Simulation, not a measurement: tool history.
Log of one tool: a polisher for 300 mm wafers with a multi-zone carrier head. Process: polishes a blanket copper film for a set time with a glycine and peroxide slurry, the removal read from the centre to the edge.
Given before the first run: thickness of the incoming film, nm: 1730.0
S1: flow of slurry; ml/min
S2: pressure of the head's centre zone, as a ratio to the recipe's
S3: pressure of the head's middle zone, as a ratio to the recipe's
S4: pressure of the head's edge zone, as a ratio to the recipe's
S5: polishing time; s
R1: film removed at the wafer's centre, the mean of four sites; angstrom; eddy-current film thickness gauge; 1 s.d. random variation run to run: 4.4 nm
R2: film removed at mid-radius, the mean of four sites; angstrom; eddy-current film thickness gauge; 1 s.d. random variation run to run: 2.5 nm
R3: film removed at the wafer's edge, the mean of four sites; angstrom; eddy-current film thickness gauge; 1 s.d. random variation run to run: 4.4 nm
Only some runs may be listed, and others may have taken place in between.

run	hour	S1	S2	S3	S4	S5	R1	R2	R3
1	0	285	1	1	1	65	2199.2	2284.9	2263.2
2	3.2	290	1.05	1	1.04	71	2558.1	2524.8	2379.6
3	5.8	285	1.04	0.95	1.04	79	2770.5	2655.1	2697.1
4	12.3	285	1.05	0.93	1.04	85	3048.9	2868.7	2928.6
5	20.8	290	1.06	0.91	1.05	88	3112	2966.7	3062
6	24.4	280	1.08	0.89	1.06	91	3383	2922.8	3149.5

Forecast run 7:
7	32.5	295	1.09	0.89	1.08	92	?	?	?

{"run 7": {"R1": 3400.1, "R2": 3020.4, "R3": 3232.9}}
